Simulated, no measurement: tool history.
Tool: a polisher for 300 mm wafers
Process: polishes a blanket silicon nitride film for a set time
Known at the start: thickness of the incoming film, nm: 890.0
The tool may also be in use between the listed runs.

run,day,flow of slurry (ml/min),pressure of the wafer on the pad (psi),speed of the pad under the wafer (m/s),polishing time (s),film removed (nm)
1,0,190,2.4,1.12,26,28.992
2,0.167,175,2.4,1.12,26,27.785
3,0.4,155,2.4,1.12,26,27.939
4,0.658,155,2.4,1.22,26,29.314
5,0.867,155,2.4,1.32,26,30.931
6,0.908,155,2.4,1.5,26,34.251

Run 7 comes next. What will it give?
7,1.154,160,2.4,1.5,26,?

film removed (nm): 34.575
